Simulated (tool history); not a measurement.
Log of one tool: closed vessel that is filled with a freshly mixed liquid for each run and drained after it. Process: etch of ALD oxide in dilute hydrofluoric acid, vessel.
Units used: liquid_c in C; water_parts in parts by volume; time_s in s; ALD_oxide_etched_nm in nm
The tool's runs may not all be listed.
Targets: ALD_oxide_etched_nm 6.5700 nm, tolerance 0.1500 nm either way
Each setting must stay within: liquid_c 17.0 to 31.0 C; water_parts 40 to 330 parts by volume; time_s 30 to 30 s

run    day  liquid_c  water_parts  time_s  ALD_oxide_etched_nm
  1  0.000      23.0          185      30               4.0178
  2  0.162      24.5          180      30               4.4145
  3  0.508      26.0          175      30               4.8230
  4  0.571      23.5          175      30               4.4167
  5  0.621      20.5          175      30               3.9381
  6  0.842      20.5          175      30               3.9180
  7  0.962      22.5          170      30               4.3764
  8  1.117      24.0          165      30               4.7778
  9  1.208      25.5          165      30               5.0563
 10  1.538      26.5          165      30               5.2681
 11  1.621      27.5          165      30               5.4673
 12  1.917      28.0          165      30               5.5495
 13  1.988      28.5          165      30               5.6753
 14  2.325      29.0          165      30               5.7696
 15  2.583      29.5          165      30               5.9095
 16  2.662      31.0          155      30               6.7045

4 candidate next runs follow, results not yet known. Just one meets every target within its allowed miss. Identify it.
  A  2.742      31.0          150      30                    ?
  B  2.742      30.5          150      30                    ?
  C  2.742      31.0          145      30                    ?
  D  2.742      27.0          140      30                    ?

move  ALD_oxide_etched_nm
   A               6.9790
   B               6.8525
   C               7.2658
   D               6.5181
A: further off than the last run
B: further off than the last run
C: further off than the last run
D: every result within its allowed miss
D meets every target.
